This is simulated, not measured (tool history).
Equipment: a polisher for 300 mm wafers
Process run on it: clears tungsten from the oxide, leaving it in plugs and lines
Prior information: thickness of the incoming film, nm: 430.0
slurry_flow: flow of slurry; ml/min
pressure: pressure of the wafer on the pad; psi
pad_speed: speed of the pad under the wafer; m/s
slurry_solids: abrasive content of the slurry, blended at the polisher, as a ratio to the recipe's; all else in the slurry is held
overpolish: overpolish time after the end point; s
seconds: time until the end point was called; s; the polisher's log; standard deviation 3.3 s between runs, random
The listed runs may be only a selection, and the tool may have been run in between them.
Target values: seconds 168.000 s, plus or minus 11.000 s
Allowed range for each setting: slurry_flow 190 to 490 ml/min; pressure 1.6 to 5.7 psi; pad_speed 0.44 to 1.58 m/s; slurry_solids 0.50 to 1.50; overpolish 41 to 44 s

run  hour  slurry_flow  pressure  pad_speed  slurry_solids  overpolish  seconds
  1   0.0          315       3.6       1.00           1.00          41   80.390
  2   7.3          315       3.0       0.92           1.00          41  104.120
  3   8.8          315       3.6       0.92           1.00          41   87.758
  4  12.7          260       3.6       0.92           1.00          41   90.554
  5  18.7          260       3.6       0.92           1.00          41   85.859
  6  26.8          260       3.0       0.88           1.00          41  112.980
  7  28.9          260       2.6       0.86           1.00          41  129.650
  8  32.1          260       2.4       0.86           1.00          41  138.150
  9  33.4          260       1.7       0.84           1.00          41  200.900

Which single option among these 4 for the next run brings every result within its allowed miss of target? Just one does.
  A  34.7          225       1.6       0.88           0.95          41        ?
  B  34.7          260       1.6       0.68           1.10          41        ?
  C  34.7          255       1.8       0.98           1.05          41        ?
  D  34.7          295       1.7       1.24           0.85          41        ?

move  seconds
   A  218.800
   B  257.150
   C  168.950
   D  152.010
A: moves away from the targets compared with the last run
B: moves away from the targets compared with the last run
C: meets every target
D: pushes the last run's worst result past its target
Answer: C

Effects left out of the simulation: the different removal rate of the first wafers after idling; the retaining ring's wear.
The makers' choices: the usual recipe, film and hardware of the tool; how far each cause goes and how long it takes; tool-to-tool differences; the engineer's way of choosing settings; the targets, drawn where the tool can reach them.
